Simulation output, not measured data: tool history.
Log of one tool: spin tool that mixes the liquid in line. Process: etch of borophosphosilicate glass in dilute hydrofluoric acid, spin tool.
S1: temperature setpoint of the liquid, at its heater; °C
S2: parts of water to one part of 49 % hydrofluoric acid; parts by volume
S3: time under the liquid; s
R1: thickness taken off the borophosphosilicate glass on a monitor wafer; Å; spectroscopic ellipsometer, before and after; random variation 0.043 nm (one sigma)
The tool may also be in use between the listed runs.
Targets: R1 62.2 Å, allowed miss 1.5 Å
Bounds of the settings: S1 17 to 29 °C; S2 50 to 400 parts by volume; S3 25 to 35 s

| run | day | S1 | S2 | S3 | R1 |
|---|---|---|---|---|---|
| 1 | 0 | 21 | 225 | 35 | 41.396 |
| 2 | 0.238 | 22 | 220 | 35 | 44.622 |
| 3 | 0.354 | 23 | 220 | 35 | 46.257 |
| 4 | 0.554 | 23.5 | 220 | 35 | 47.35 |
| 5 | 0.7 | 24 | 220 | 35 | 47.902 |
| 6 | 1.05 | 24.5 | 220 | 35 | 48.775 |
|  | 1.258 | thermometer replaced |
| 7 | 1.258 | 25 | 220 | 35 | 52.089 |
| 8 | 1.35 | 25.5 | 220 | 35 | 52.966 |
| 9 | 1.504 | 26 | 220 | 35 | 55.093 |
| 10 | 1.608 | 26.5 | 220 | 35 | 55.117 |

Which of these 5 next moves meets every target?
| A | 1.712 | 29 | 225 | 35 | ? |
| B | 1.712 | 29 | 205 | 35 | ? |
| C | 1.712 | 25.5 | 195 | 35 | ? |
| D | 1.712 | 28 | 200 | 35 | ? |
| E | 1.712 | 23 | 170 | 35 | ? |

| move | R1 |
|---|---|
| A | 57.638 |
| B | 64.772 |
| C | 60.805 |
| D | 64.483 |
| E | 65.316 |
A: nearer than the last run, and not there yet
B: takes the result that was furthest off past its target
C: meets every target
D: takes the result that was furthest off past its target
E: takes the result that was furthest off past its target
Move C is the one to make.
